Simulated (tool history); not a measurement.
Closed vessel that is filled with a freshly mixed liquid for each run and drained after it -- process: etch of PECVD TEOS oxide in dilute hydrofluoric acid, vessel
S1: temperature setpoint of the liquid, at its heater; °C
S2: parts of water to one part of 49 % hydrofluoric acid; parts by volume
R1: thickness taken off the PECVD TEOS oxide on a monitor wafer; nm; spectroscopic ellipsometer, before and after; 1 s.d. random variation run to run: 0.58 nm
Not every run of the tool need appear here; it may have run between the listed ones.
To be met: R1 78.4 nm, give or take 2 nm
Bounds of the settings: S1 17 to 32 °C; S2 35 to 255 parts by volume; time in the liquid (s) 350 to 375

Run 1, hour 0: S1 24 °C, S2 145 parts by volume, time in the liquid (s) 350. Result: R1 38.028 nm.
Run 2, hour 1.5: S1 26.5 °C, S2 145 parts by volume, time in the liquid (s) 350. Result: R1 41.4 nm.
Run 3, hour 4.9: S1 27 °C, S2 140 parts by volume, time in the liquid (s) 350. Result: R1 44.919 nm.
Run 4, hour 14.1: S1 27 °C, S2 140 parts by volume, time in the liquid (s) 350. Result: R1 44.121 nm.
Run 5, hour 22.2: S1 27 °C, S2 140 parts by volume, time in the liquid (s) 375. Result: R1 47.972 nm.
Run 6, hour 29.4: S1 27 °C, S2 180 parts by volume, time in the liquid (s) 375. Result: R1 35.413 nm.
Run 7, hour 33.5: S1 27.5 °C, S2 170 parts by volume, time in the liquid (s) 375. Result: R1 38.705 nm.
Run 8, hour 36: S1 31.5 °C, S2 115 parts by volume, time in the liquid (s) 375. Result: R1 71.72 nm.

Pick the move, out of 4, that brings all results within their allowed miss; only one does.
Run A, hour 38.5: S1 31.5 °C, S2 100 parts by volume, time in the liquid (s) 375. Result: R1 ?.
Run B, hour 38.5: S1 29.5 °C, S2 110 parts by volume, time in the liquid (s) 350. Result: R1 ?.
Run C, hour 38.5: S1 25.5 °C, S2 85 parts by volume, time in the liquid (s) 370. Result: R1 ?.
Run D, hour 38.5: S1 30 °C, S2 100 parts by volume, time in the liquid (s) 355. Result: R1 ?.

move      R1
   A  83.276
   B  64.674
   C  78.449
   D  74.552
A: carries the result that was furthest off beyond its target, to the other side
B: misses by more than the last run did
C: all results in spec
D: moves toward the targets from the last run without getting all of them in spec
Move C is the one to make.
